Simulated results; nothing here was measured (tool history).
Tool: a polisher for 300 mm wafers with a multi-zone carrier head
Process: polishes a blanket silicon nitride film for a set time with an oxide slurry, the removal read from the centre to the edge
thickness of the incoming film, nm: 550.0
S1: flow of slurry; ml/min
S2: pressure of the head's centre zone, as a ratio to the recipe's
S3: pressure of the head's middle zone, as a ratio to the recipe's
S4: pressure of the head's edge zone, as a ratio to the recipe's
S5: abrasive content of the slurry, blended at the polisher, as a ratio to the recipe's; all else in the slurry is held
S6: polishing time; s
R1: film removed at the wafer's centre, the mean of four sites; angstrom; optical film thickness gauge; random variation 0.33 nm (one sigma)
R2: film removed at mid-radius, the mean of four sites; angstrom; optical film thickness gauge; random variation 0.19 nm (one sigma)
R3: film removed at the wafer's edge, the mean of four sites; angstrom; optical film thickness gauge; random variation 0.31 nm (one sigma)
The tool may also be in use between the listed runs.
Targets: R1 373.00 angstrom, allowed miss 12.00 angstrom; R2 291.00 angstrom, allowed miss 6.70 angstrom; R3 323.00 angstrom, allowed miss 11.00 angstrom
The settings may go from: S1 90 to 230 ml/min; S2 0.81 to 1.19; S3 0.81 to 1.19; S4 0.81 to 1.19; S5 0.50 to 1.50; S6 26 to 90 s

Run 1, hour 0.0: S1 150 ml/min, S2 1.00, S3 1.00, S4 1.00, S5 1.00, S6 58 s. Result: R1 462.34 angstrom, R2 411.15 angstrom, R3 407.45 angstrom.
Run 2, hour 2.2: S1 140 ml/min, S2 1.00, S3 0.96, S4 0.97, S5 0.95, S6 58 s. Result: R1 444.31 angstrom, R2 385.67 angstrom, R3 398.42 angstrom.
Run 3, hour 10.7: S1 140 ml/min, S2 1.01, S3 0.94, S4 0.95, S5 0.85, S6 58 s. Result: R1 426.27 angstrom, R2 355.55 angstrom, R3 374.65 angstrom.
Run 4, hour 16.8: S1 140 ml/min, S2 1.01, S3 0.94, S4 0.95, S5 0.85, S6 63 s. Result: R1 463.10 angstrom, R2 386.22 angstrom, R3 401.40 angstrom.
Run 5, hour 24.7: S1 140 ml/min, S2 1.01, S3 0.94, S4 0.95, S5 0.85, S6 50 s. Result: R1 369.31 angstrom, R2 306.46 angstrom, R3 322.18 angstrom.
Run 6, hour 32.6: S1 140 ml/min, S2 1.01, S3 0.94, S4 0.89, S5 0.85, S6 50 s. Result: R1 368.01 angstrom, R2 307.50 angstrom, R3 303.76 angstrom.
Run 7, hour 34.9: S1 135 ml/min, S2 1.01, S3 0.93, S4 0.90, S5 0.85, S6 50 s. Result: R1 363.26 angstrom, R2 301.22 angstrom, R3 312.17 angstrom.
Run 8, hour 37.8: S1 135 ml/min, S2 1.02, S3 0.92, S4 0.91, S5 0.85, S6 50 s. Result: R1 367.79 angstrom, R2 298.76 angstrom, R3 310.46 angstrom.

Which of these 5 next moves meets every target?
Run A, hour 40.7: S1 125 ml/min, S2 0.95, S3 0.87, S4 0.99, S5 0.85, S6 52 s. Result: R1 ?, R2 ?, R3 ?.
Run B, hour 40.7: S1 90 ml/min, S2 1.04, S3 0.88, S4 0.93, S5 0.95, S6 51 s. Result: R1 ?, R2 ?, R3 ?.
Run C, hour 40.7: S1 165 ml/min, S2 1.08, S3 0.98, S4 0.88, S5 0.70, S6 51 s. Result: R1 ?, R2 ?, R3 ?.
Run D, hour 40.7: S1 145 ml/min, S2 1.05, S3 0.98, S4 0.96, S5 0.75, S6 52 s. Result: R1 ?, R2 ?, R3 ?.
Run E, hour 40.7: S1 140 ml/min, S2 0.95, S3 0.90, S4 0.97, S5 0.90, S6 50 s. Result: R1 ?, R2 ?, R3 ?.

move      R1      R2      R3
   A  349.10  294.31  333.84
   B  374.37  292.89  324.35
   C  366.69  298.52  286.88
   D  370.28  310.71  312.35
   E  351.66  304.23  330.63
A: brings the result that was furthest off to its target, and leaves another outside
B: meets every target
C: further off than the last run
D: further off than the last run
E: further off than the last run
Answer: B
